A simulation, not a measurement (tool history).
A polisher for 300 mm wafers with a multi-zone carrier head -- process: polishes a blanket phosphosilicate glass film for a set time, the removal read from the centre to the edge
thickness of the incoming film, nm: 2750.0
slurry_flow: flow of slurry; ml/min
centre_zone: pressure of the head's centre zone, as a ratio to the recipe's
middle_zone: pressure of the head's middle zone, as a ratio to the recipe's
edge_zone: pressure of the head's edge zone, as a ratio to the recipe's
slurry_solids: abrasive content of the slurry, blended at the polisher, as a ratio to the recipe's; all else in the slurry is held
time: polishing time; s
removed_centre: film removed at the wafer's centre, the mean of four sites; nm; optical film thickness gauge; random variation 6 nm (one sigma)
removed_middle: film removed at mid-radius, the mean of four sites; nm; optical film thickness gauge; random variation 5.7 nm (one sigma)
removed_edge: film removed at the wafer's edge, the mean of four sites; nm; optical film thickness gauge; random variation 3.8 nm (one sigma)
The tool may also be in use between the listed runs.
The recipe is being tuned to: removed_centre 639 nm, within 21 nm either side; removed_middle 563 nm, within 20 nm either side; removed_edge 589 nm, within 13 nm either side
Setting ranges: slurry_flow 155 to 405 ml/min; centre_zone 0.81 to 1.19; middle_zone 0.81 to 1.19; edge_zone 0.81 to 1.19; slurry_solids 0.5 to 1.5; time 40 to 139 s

{"run": 1, "hour": 0.0, "slurry_flow": 260, "centre_zone": 1, "middle_zone": 1, "edge_zone": 1, "slurry_solids": 1, "time": 89, "removed_centre": 772.76, "removed_middle": 730.28, "removed_edge": 701.03}
{"run": 2, "hour": 8.4, "slurry_flow": 220, "centre_zone": 1, "middle_zone": 1, "edge_zone": 1, "slurry_solids": 1, "time": 89, "removed_centre": 778.33, "removed_middle": 707.33, "removed_edge": 699.8}
{"run": 3, "hour": 15.7, "slurry_flow": 220, "centre_zone": 1, "middle_zone": 1, "edge_zone": 1, "slurry_solids": 0.9, "time": 89, "removed_centre": 712.36, "removed_middle": 681.16, "removed_edge": 656.01}
{"run": 4, "hour": 18.9, "slurry_flow": 185, "centre_zone": 1, "middle_zone": 1, "edge_zone": 1, "slurry_solids": 0.9, "time": 89, "removed_centre": 721.03, "removed_middle": 663.73, "removed_edge": 648.25}
{"run": 5, "hour": 25.7, "slurry_flow": 250, "centre_zone": 1, "middle_zone": 1, "edge_zone": 1, "slurry_solids": 0.9, "time": 89, "removed_centre": 746.09, "removed_middle": 685.52, "removed_edge": 656.56}
{"run": 6, "hour": 32.1, "slurry_flow": 250, "centre_zone": 1, "middle_zone": 1, "edge_zone": 1, "slurry_solids": 0.9, "time": 100, "removed_centre": 834.73, "removed_middle": 784.48, "removed_edge": 743.66}
{"run": 7, "hour": 39.7, "slurry_flow": 235, "centre_zone": 0.98, "middle_zone": 0.95, "edge_zone": 0.97, "slurry_solids": 0.8, "time": 100, "removed_centre": 743.29, "removed_middle": 690.36, "removed_edge": 680.58}
{"run": 8, "hour": 41.5, "slurry_flow": 235, "centre_zone": 0.97, "middle_zone": 0.92, "edge_zone": 0.94, "slurry_solids": 0.75, "time": 100, "removed_centre": 707.84, "removed_middle": 640.95, "removed_edge": 645.85}
{"hour": 48.7, "done": "centre zone pressure recalibrated"}
{"run": 9, "hour": 48.7, "slurry_flow": 230, "centre_zone": 0.96, "middle_zone": 0.9, "edge_zone": 0.91, "slurry_solids": 0.75, "time": 100, "removed_centre": 637.57, "removed_middle": 629.07, "removed_edge": 638.12}

Which of these 5 next moves meets every target?
{"run": "A", "hour": 55.9, "slurry_flow": 220, "centre_zone": 0.89, "middle_zone": 1, "edge_zone": 0.92, "slurry_solids": 0.7, "time": 114, "removed_centre": "?", "removed_middle": "?", "removed_edge": "?"}
{"run": "B", "hour": 55.9, "slurry_flow": 270, "centre_zone": 1.04, "middle_zone": 0.97, "edge_zone": 0.89, "slurry_solids": 0.6, "time": 107, "removed_centre": "?", "removed_middle": "?", "removed_edge": "?"}
{"run": "C", "hour": 55.9, "slurry_flow": 160, "centre_zone": 0.9, "middle_zone": 0.92, "edge_zone": 0.99, "slurry_solids": 0.9, "time": 99, "removed_centre": "?", "removed_middle": "?", "removed_edge": "?"}
{"run": "D", "hour": 55.9, "slurry_flow": 245, "centre_zone": 0.97, "middle_zone": 0.99, "edge_zone": 0.89, "slurry_solids": 0.75, "time": 96, "removed_centre": "?", "removed_middle": "?", "removed_edge": "?"}
{"run": "E", "hour": 55.9, "slurry_flow": 200, "centre_zone": 1, "middle_zone": 0.81, "edge_zone": 0.81, "slurry_solids": 0.9, "time": 88, "removed_centre": "?", "removed_middle": "?", "removed_edge": "?"}

move=A removed_centre=645.48 removed_middle=749.62 removed_edge=695.46
move=B removed_centre=644.77 removed_middle=622.44 removed_edge=582.56
move=C removed_centre=643.99 removed_middle=691.79 removed_edge=716.46
move=D removed_centre=626.27 removed_middle=660.45 removed_edge=608.28
move=E removed_centre=648.81 removed_middle=563.48 removed_edge=592.99
A: its largest miss is bigger than the last run's
B: puts the biggest miss on target and leaves a different result outside tolerance
C: its largest miss is bigger than the last run's
D: its largest miss is bigger than the last run's
E: in spec on every target
Correct choice: E, which meets every target
